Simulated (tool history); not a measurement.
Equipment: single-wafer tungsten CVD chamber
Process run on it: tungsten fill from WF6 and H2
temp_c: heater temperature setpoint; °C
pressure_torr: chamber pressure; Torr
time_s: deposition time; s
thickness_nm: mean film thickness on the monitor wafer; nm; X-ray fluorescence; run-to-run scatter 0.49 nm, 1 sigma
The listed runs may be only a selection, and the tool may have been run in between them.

run	hour	temp_c	pressure_torr	time_s	thickness_nm
1	0	400	49.5	21.5	81.009
2	5.4	403	49.6	21.5	84.639
3	11.4	413	49.6	21.5	99.668
4	13.4	407	49.6	21.5	89.334
5	18.7	407	41.8	21.5	83.698
6	26.9	407	36.9	21.5	79.702

Run 7 comes next. What will it give?
7	29.9	408	36.9	21.5	?

{"run 7": {"thickness_nm": 80.105}}
